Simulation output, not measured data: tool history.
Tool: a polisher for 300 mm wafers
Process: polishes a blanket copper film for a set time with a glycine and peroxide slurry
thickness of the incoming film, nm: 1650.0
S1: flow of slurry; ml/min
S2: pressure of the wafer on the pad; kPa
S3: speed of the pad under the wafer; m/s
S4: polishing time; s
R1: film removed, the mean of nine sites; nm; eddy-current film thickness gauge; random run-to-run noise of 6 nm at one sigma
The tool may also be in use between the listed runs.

run  hour   S1    S2    S3  S4      R1
  1   0.0  210  22.1  0.92  63  301.84
  2   6.3  210  22.1  0.92  66  310.87
  3  14.7  250  22.1  0.92  66  312.88
  4  22.2  250  22.1  0.92  66  315.59
  5  30.9  250  24.8  0.94  66  350.10
  6  35.9  250  26.9  0.98  66  383.68
     41.1  -- head pressure recalibrated
  7  41.1  250  28.3  1.02  66  444.94
  8  45.2  250  29.0  1.02  66  452.23
  9  53.5  250  29.6  1.02  66  469.30

Run 10 comes next. What will it give?
 10  60.5  250  30.3  1.02  66   ?

{"run 10": {"R1": 460.52}}

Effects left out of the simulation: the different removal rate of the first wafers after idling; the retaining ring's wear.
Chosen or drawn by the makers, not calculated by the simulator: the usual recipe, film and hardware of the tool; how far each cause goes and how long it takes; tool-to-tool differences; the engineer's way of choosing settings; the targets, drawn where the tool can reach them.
